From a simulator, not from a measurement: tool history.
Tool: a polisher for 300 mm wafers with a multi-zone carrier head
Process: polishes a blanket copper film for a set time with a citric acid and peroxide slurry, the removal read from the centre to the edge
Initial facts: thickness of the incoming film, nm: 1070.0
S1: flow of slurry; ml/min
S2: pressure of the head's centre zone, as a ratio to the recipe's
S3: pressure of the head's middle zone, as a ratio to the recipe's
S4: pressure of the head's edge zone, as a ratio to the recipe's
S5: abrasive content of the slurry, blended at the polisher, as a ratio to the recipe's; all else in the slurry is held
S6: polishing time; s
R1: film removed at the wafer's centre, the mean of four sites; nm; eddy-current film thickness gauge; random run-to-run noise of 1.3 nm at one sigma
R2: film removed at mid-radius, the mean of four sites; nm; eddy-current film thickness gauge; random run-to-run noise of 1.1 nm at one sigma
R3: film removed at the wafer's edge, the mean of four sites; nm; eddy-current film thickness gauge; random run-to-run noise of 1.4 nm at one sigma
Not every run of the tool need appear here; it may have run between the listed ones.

run	day	S1	S2	S3	S4	S5	S6	R1	R2	R3
1	0.000	230	1.00	1.00	1.00	1.00	46	88.404	91.039	89.313
2	0.067	230	1.00	1.00	1.00	1.10	46	89.037	91.578	89.538
3	0.179	230	1.00	1.00	1.00	1.10	42	81.731	84.210	84.448
4	0.392	235	0.98	0.99	1.05	1.20	44	84.582	89.092	90.255
5	0.596	235	0.96	0.97	1.08	1.25	46	87.261	91.465	94.572
6	0.717	235	0.94	0.95	1.11	1.30	48	89.164	96.401	102.530
7	1.046	240	0.94	0.94	1.13	1.35	49	92.873	98.479	107.100

Run 8 has not been measured yet. What should we expect?
8	1.392	245	0.93	0.94	1.14	1.40	49	?	?	?

R1: 95.163 nm
R2: 100.130 nm
R3: 108.360 nm

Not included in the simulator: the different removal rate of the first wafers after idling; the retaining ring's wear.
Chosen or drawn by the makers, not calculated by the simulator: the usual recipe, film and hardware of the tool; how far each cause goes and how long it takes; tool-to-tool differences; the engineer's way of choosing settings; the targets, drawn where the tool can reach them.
